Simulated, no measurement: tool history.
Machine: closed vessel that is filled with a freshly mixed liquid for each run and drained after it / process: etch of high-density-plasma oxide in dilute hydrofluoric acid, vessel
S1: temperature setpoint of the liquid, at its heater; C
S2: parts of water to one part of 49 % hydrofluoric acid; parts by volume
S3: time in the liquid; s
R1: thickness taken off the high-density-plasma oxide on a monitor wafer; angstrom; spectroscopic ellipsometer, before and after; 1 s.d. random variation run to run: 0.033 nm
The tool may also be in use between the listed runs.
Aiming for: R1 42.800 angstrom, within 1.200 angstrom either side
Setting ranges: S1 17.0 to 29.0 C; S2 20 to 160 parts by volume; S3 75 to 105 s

run	day	S1	S2	S3	R1
1	0.000	21.0	90	105	75.603
2	0.267	21.0	110	105	60.052
3	0.500	20.5	110	105	58.966
4	0.675	20.0	110	105	58.719
5	0.958	20.0	110	105	58.006
6	1.133	19.5	110	105	57.192
7	1.371	19.0	110	105	55.581
8	1.646	18.0	120	105	48.200
9	1.892	17.5	125	105	45.002
10	1.954	17.0	125	105	44.493
# day 2.104: hydrofluoric acid flow meter replaced
11	2.104	17.0	130	105	40.141

4 candidate next runs follow, results not yet known. Just one meets every target within its allowed miss. Identify it.
A	2.254	17.5	120	105	?
B	2.254	17.5	125	105	?
C	2.254	19.0	115	95	?
D	2.254	18.0	120	105	?

move	R1
A	45.183
B	43.156
C	45.620
D	46.128
A: the result that was furthest off in the last run now lies on the other side of its target
B: all results land within tolerance of their targets
C: the result that was furthest off in the last run now lies on the other side of its target
D: the result that was furthest off in the last run now lies on the other side of its target
Go with B: it meets all targets.

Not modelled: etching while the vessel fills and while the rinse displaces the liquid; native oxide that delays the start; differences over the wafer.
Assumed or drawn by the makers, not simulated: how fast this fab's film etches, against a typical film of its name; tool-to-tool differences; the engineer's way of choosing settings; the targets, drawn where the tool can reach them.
